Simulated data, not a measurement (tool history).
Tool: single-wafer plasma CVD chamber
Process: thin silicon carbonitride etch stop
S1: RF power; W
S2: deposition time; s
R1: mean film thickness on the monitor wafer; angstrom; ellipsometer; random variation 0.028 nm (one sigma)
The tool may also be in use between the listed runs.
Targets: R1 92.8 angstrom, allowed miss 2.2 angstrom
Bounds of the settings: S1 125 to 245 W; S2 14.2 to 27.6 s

{"run": 1, "hour": 0.0, "S1": 185, "S2": 20.9, "R1": 109.07}
{"run": 2, "hour": 8.5, "S1": 180, "S2": 20.5, "R1": 106.58}
{"run": 3, "hour": 12.8, "S1": 175, "S2": 20.1, "R1": 103.41}
{"run": 4, "hour": 18.2, "S1": 170, "S2": 19.8, "R1": 101.89}
{"run": 5, "hour": 18.8, "S1": 155, "S2": 19.8, "R1": 99.663}
{"run": 6, "hour": 24.0, "S1": 170, "S2": 19.8, "R1": 101.84}
{"run": 7, "hour": 25.8, "S1": 165, "S2": 19.5, "R1": 98.933}
{"run": 8, "hour": 27.5, "S1": 160, "S2": 19.3, "R1": 97.893}
{"run": 9, "hour": 35.1, "S1": 160, "S2": 19.2, "R1": 97.495}

5 next moves are on the table. One of them brings every result within its allowed miss. Which?
{"run": "A", "hour": 42.7, "S1": 145, "S2": 17.6, "R1": "?"}
{"run": "B", "hour": 42.7, "S1": 170, "S2": 18.1, "R1": "?"}
{"run": "C", "hour": 42.7, "S1": 170, "S2": 19.1, "R1": "?"}
{"run": "D", "hour": 42.7, "S1": 215, "S2": 17.9, "R1": "?"}
{"run": "E", "hour": 42.7, "S1": 175, "S2": 19.5, "R1": "?"}

move=A R1=87.943
move=B R1=93.458
move=C R1=98.622
move=D R1=97.291
move=E R1=101.31
A: takes the result that was furthest off past its target
B: meets every target
C: further off than the last run
D: as far off as the last run
E: further off than the last run
The right move is B.

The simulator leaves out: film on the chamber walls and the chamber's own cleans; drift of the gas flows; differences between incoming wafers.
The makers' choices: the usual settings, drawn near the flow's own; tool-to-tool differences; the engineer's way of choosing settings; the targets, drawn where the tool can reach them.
